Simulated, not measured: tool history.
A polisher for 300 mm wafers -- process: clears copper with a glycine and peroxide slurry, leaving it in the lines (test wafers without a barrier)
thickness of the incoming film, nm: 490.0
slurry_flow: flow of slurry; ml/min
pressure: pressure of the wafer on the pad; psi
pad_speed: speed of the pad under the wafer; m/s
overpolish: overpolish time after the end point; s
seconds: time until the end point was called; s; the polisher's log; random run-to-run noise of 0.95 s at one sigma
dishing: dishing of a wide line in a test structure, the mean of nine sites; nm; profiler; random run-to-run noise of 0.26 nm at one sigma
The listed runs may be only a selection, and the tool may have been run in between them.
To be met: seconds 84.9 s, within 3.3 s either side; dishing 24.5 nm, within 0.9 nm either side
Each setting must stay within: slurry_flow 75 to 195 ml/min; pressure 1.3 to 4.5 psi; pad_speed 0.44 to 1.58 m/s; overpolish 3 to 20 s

{"run": 1, "hour": 0.0, "slurry_flow": 125, "pressure": 2.9, "pad_speed": 1, "overpolish": 10, "seconds": 90.739, "dishing": 27.112}
{"run": 2, "hour": 0.7, "slurry_flow": 125, "pressure": 2.9, "pad_speed": 1, "overpolish": 12, "seconds": 92.7, "dishing": 30.937}
{"run": 3, "hour": 6.2, "slurry_flow": 130, "pressure": 2.9, "pad_speed": 1, "overpolish": 11, "seconds": 91.793, "dishing": 28.72}
{"run": 4, "hour": 7.0, "slurry_flow": 150, "pressure": 2.9, "pad_speed": 1, "overpolish": 11, "seconds": 88.098, "dishing": 29.84}
{"run": 5, "hour": 12.6, "slurry_flow": 135, "pressure": 2.9, "pad_speed": 1, "overpolish": 11, "seconds": 91.558, "dishing": 29.176}
{"run": 6, "hour": 19.2, "slurry_flow": 135, "pressure": 2.5, "pad_speed": 1, "overpolish": 11, "seconds": 103.42, "dishing": 27.019}
{"run": 7, "hour": 22.0, "slurry_flow": 145, "pressure": 2.6, "pad_speed": 1, "overpolish": 10, "seconds": 99.183, "dishing": 25.67}
{"run": 8, "hour": 30.0, "slurry_flow": 150, "pressure": 2.7, "pad_speed": 1, "overpolish": 9, "seconds": 94.443, "dishing": 24.142}
{"hour": 33.3, "done": "worn pad replaced by a new one"}
{"run": 9, "hour": 33.3, "slurry_flow": 155, "pressure": 2.8, "pad_speed": 1, "overpolish": 9, "seconds": 87.902, "dishing": 25.826}

Consider the 5 candidate settings below. Which is the only one whose results all fall within their allowed miss of target?
{"run": "A", "hour": 36.6, "slurry_flow": 140, "pressure": 2.5, "pad_speed": 1.08, "overpolish": 8, "seconds": "?", "dishing": "?"}
{"run": "B", "hour": 36.6, "slurry_flow": 190, "pressure": 3.4, "pad_speed": 0.78, "overpolish": 8, "seconds": "?", "dishing": "?"}
{"run": "C", "hour": 36.6, "slurry_flow": 125, "pressure": 2.7, "pad_speed": 1, "overpolish": 8, "seconds": "?", "dishing": "?"}
{"run": "D", "hour": 36.6, "slurry_flow": 110, "pressure": 2.5, "pad_speed": 1.12, "overpolish": 8, "seconds": "?", "dishing": "?"}
{"run": "E", "hour": 36.6, "slurry_flow": 105, "pressure": 3.2, "pad_speed": 0.98, "overpolish": 7, "seconds": "?", "dishing": "?"}

move=A seconds=90.571 dishing=23.259
move=B seconds=82.712 dishing=25.075
move=C seconds=91.236 dishing=23.165
move=D seconds=92.44 dishing=22.872
move=E seconds=83.059 dishing=22.444
A: the result that was furthest off in the last run now lies on the other side of its target
B: every result within its allowed miss
C: the result that was furthest off in the last run now lies on the other side of its target
D: the result that was furthest off in the last run now lies on the other side of its target
E: the result that was furthest off in the last run now lies on the other side of its target
The right move is B.
